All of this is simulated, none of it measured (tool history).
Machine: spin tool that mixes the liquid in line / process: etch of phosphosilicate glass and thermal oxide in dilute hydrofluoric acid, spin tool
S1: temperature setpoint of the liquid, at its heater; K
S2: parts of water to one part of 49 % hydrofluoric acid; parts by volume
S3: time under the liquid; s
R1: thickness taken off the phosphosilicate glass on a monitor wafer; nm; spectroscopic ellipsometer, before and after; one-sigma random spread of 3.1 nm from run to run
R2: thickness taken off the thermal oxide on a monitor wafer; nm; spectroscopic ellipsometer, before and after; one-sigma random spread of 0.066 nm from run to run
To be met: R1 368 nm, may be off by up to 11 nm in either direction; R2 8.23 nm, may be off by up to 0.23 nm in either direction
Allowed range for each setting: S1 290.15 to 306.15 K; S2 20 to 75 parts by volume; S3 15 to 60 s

run  hour      S1  S2  S3      R1      R2
  1     0  298.15  45  30  143.95   3.153
  2   7.1  300.15  45  30  155.79  3.4731
  3  11.2  300.15  45  25  129.59  2.8844
  4  13.9  300.15  55  25   104.1  2.3119
  5  22.4  298.15  55  25  98.218  2.1409
  6  24.3  299.15  50  25  112.66  2.5006
  7    25  300.15  45  25  130.25  2.9232
  8  27.7  300.65  40  25  150.52  3.3207
  9  36.3  301.65  35  25  180.33  4.0164
 10  43.5  302.65  30  25  220.75  4.8903

Exactly one of the 4 candidate moves below puts every result within its allowed miss. Which one?
  A  50.7  305.65  30  35   ?   ?
  B  50.7  302.15  35  15   ?   ?
  C  50.7  306.15  25  30   ?   ?
  D  50.7  304.15  25  35   ?   ?

move      R1      R2
   A  348.86  7.6716
   B  110.63  2.4329
   C   369.1  8.1166
   D  397.78  8.7473
A: gains on the last run, yet a result remains outside its allowed miss
B: its largest miss is bigger than the last run's
C: every result within its allowed miss
D: takes the result that was furthest off past its target
So the answer is move C, the one that meets all the targets.
